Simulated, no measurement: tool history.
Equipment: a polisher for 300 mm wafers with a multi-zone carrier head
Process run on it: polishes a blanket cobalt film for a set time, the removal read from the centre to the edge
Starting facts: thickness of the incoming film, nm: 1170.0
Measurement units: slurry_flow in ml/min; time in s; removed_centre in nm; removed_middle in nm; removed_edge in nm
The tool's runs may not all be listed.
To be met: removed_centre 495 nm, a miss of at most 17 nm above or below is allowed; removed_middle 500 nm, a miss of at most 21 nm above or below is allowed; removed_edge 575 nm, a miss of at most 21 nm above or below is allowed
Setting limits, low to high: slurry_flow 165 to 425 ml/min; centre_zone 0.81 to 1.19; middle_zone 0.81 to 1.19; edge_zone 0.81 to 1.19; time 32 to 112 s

run	hour	slurry_flow	centre_zone	middle_zone	edge_zone	time	removed_centre	removed_middle	removed_edge
1	0	275	1	1	1	72	452.29	435.88	468.78
2	3.5	225	1	1	1	72	439.11	419.95	461.68
3	9.5	225	1	1	1	62	379.81	362.42	398.83
4	14.2	225	1	1	1.02	65	401.72	387.07	427.3
5	18.2	225	1	1	1.04	67	409.38	397.42	441.5
6	21.2	230	1	1	1.06	69	424.6	413.88	455.7
7	26.3	230	1	1	1.06	69	418.87	416.72	450.91
8	28.3	225	0.99	0.99	1.07	72	432.72	418.08	475.92
9	33.2	230	0.99	0.99	1.09	74	451.59	433.74	487.33
10	39.5	230	0.98	0.99	1.1	76	451.88	451.55	510.46
11	43.1	235	0.98	0.99	1.11	77	470.99	465.29	527.28
12	46.6	240	0.98	0.99	1.12	77	469.71	452.07	517.95
13	55.5	240	0.97	0.99	1.12	78	471.65	452.81	538.07
14	61.7	245	0.97	1	1.13	78	468.07	463.17	527.12
15	70	245	0.97	1	1.13	79	477.24	466.57	537.54
16	73.7	245	0.97	1	1.13	80	484.2	488.16	542.94

Exactly one of the 5 candidate moves below puts every result within its allowed miss. Which one?
A	77.4	310	1	1.05	1.06	78	?	?	?
B	77.4	175	1.09	1.14	1.12	75	?	?	?
C	77.4	230	0.84	0.91	1.14	90	?	?	?
D	77.4	230	0.98	1.06	1.14	77	?	?	?
E	77.4	205	0.96	0.99	1.13	86	?	?	?

move	removed_centre	removed_middle	removed_edge
A	493.89	491.18	521.22
B	473.26	466.92	482.2
C	459	485.29	604.84
D	459.23	471.74	516.44
E	492.42	488.72	567.77
A: lands further from the targets than the last run did
B: lands further from the targets than the last run did
C: the result that was furthest off in the last run now lies on the other side of its target
D: lands further from the targets than the last run did
E: in spec on every target
So the answer is move E, the one that meets all the targets.

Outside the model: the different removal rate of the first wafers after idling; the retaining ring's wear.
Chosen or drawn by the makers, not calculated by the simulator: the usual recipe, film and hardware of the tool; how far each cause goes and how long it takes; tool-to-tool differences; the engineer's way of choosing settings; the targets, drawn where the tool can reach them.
